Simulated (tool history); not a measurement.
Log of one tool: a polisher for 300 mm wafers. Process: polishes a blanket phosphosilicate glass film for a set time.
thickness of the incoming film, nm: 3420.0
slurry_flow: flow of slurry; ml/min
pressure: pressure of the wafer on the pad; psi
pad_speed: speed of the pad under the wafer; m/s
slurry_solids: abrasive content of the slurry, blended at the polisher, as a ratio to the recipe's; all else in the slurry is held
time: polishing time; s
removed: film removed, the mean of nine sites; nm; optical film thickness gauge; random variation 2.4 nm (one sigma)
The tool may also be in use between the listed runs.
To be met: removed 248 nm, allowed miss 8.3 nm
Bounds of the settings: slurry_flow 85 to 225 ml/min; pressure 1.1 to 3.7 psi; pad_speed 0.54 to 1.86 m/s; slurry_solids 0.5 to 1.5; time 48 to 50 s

run,hour,slurry_flow,pressure,pad_speed,slurry_solids,time,removed
1,0,145,2.4,1.18,1,48,362.56
2,3.6,140,2.1,1.18,1,48,327.76
3,7,155,2.1,1.18,1,48,331.55
4,8.8,150,1.9,1.18,1,48,313.5
5,14.6,145,1.7,1.18,1,48,283.55
6,22.2,145,1.7,1.18,1,50,302.26
7,24.4,145,1.7,1.18,1,50,299.52
8,27.6,140,1.6,1.18,1,50,280.22
9,33.2,130,1.6,1.18,1,50,285.71
10,35.6,130,1.5,1.18,1,50,267.49
11,42.3,125,1.5,1.18,1,50,266.16
12,50.5,120,1.5,1.18,1,50,268.37
# hour 56.3: head pressure recalibrated
13,56.3,115,1.4,1.18,1,50,268.78
14,61.3,115,1.3,1.18,1,50,258.93

4 next moves are on the table. One of them brings every result within its allowed miss. Which?
A,66.3,105,1.6,1.16,1,48,?
B,66.3,105,1.5,1.28,0.75,48,?
C,66.3,135,1.3,1.28,0.95,50,?
D,66.3,85,1.4,1.34,1.05,50,?

move,removed
A,274.96
B,250.09
C,277
D,278.84
A: further off than the last run
B: meets every target
C: further off than the last run
D: further off than the last run
Answer: B
